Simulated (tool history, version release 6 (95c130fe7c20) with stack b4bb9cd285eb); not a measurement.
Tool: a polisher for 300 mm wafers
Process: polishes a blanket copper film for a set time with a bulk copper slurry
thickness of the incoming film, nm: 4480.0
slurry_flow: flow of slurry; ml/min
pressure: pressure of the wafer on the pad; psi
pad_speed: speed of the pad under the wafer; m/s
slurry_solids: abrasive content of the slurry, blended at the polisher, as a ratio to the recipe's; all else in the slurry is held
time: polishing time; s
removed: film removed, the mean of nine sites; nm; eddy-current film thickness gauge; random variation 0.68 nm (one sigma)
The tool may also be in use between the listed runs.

run	hour	slurry_flow	pressure	pad_speed	slurry_solids	time	removed
1	0.0	305	1.8	1.1	1.0	30	187.82
2	5.4	305	1.5	1.1	1.0	30	156.35
3	8.9	305	1.2	1.1	1.0	30	126.48
4	14.9	305	1.2	1.1	1.0	30	124.75
5	23.5	305	1.2	1.1	1.0	30	126.13
6	31.8	300	1.1	1.1	1.0	30	117.05
7	37.0	295	1.1	1.1	1.0	30	116.75
8	44.3	290	1.1	1.1	1.0	30	115.65
9	46.0	285	1.1	1.1	1.0	30	116.57

The next listed run, before its measurement:
10	54.0	280	1.1	1.1	1.0	30	?

Run 10 gave removed 115.17 nm.

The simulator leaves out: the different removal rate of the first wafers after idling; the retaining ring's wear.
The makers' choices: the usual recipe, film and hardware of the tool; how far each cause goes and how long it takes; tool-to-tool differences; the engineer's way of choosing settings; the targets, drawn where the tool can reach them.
